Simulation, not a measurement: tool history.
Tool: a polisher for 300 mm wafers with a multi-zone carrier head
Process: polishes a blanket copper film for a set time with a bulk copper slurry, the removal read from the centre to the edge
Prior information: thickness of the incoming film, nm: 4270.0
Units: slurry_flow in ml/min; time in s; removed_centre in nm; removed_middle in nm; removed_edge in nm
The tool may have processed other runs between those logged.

run,hour,slurry_flow,centre_zone,middle_zone,edge_zone,slurry_solids,time,removed_centre,removed_middle,removed_edge
1,0.0,190,1.00,1.00,1.00,1.00,65,481.09,455.42,475.44
2,2.0,180,0.96,1.00,0.96,0.85,64,451.62,431.78,440.61
3,7.4,180,0.91,1.00,0.96,0.85,64,416.59,442.85,444.94
4,15.1,180,0.91,1.00,0.96,0.70,64,397.86,424.00,415.40
5,20.6,165,0.91,1.00,0.96,0.70,64,393.63,414.28,420.40
6,24.6,165,0.89,0.99,0.94,0.65,63,376.64,399.45,403.10
7,26.7,160,0.87,0.99,0.92,0.60,62,357.08,383.64,384.92

Run 8 comes next. What will it give?
8,32.8,130,0.81,0.98,0.84,0.55,62,?,?,?

removed_centre: 310.70 nm
removed_middle: 368.33 nm
removed_edge: 350.86 nm
